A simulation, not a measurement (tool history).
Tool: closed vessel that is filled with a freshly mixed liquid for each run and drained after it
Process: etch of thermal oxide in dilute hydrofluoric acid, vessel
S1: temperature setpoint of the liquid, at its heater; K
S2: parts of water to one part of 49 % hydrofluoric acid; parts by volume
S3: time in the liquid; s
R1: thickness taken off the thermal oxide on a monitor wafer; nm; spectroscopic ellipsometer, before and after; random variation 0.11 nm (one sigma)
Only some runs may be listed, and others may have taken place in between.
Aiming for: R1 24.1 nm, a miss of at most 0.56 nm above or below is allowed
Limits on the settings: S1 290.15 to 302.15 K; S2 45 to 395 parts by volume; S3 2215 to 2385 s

| run | hour | S1 | S2 | S3 | R1 |
|---|---|---|---|---|---|
| 1 | 0 | 294.15 | 220 | 2215 | 32.981 |
| 2 | 4.8 | 293.65 | 225 | 2215 | 31.654 |
| 3 | 6.6 | 291.15 | 225 | 2215 | 28.83 |
| 4 | 8.5 | 291.15 | 230 | 2215 | 28.056 |
| 5 | 10.4 | 293.15 | 230 | 2215 | 29.938 |
| 6 | 19.1 | 292.65 | 235 | 2215 | 28.933 |
| 7 | 19.6 | 292.15 | 240 | 2215 | 27.551 |
| 8 | 26.7 | 292.15 | 240 | 2215 | 27.566 |
| 9 | 31.6 | 291.65 | 240 | 2215 | 27.096 |
| 10 | 32.6 | 290.65 | 245 | 2215 | 25.454 |

5 next moves are on the table. One of them brings every result within its allowed miss. Which?
| A | 33.6 | 290.15 | 230 | 2215 | ? |
| B | 33.6 | 290.15 | 240 | 2320 | ? |
| C | 33.6 | 291.65 | 250 | 2385 | ? |
| D | 33.6 | 291.15 | 270 | 2345 | ? |
| E | 33.6 | 290.65 | 240 | 2305 | ? |

| move | R1 |
|---|---|
| A | 26.765 |
| B | 26.629 |
| C | 27.6 |
| D | 24.219 |
| E | 26.977 |
A: further off than the last run
B: further off than the last run
C: further off than the last run
D: hits every target within its allowed miss
E: further off than the last run
Answer: D
